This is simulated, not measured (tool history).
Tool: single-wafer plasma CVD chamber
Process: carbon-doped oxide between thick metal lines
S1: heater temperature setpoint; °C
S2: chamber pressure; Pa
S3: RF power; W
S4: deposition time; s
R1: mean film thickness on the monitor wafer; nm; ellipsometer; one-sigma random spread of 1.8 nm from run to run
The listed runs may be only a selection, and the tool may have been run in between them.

| run | day | S1 | S2 | S3 | S4 | R1 |
|---|---|---|---|---|---|---|
| 1 | 0.000 | 345 | 568 | 490 | 165 | 782.84 |
| 2 | 0.192 | 340 | 568 | 490 | 165 | 795.34 |
| 3 | 0.388 | 340 | 632 | 490 | 165 | 810.39 |
| 4 | 0.642 | 341 | 612 | 470 | 164 | 766.85 |
| 5 | 0.767 | 341 | 612 | 445 | 164 | 722.04 |
| 6 | 1.088 | 341 | 612 | 445 | 165 | 727.05 |
| 7 | 1.179 | 342 | 601 | 440 | 165 | 710.22 |
| 8 | 1.221 | 348 | 523 | 415 | 164 | 634.93 |
| 9 | 1.408 | 348 | 523 | 415 | 164 | 635.24 |
| 10 | 1.762 | 347 | 529 | 415 | 164 | 634.49 |
| 11 | 1.992 | 346 | 536 | 415 | 164 | 641.30 |

For run 12, what comes out?
| 12 | 2.238 | 346 | 541 | 415 | 164 | ? |

R1: 643.60 nm

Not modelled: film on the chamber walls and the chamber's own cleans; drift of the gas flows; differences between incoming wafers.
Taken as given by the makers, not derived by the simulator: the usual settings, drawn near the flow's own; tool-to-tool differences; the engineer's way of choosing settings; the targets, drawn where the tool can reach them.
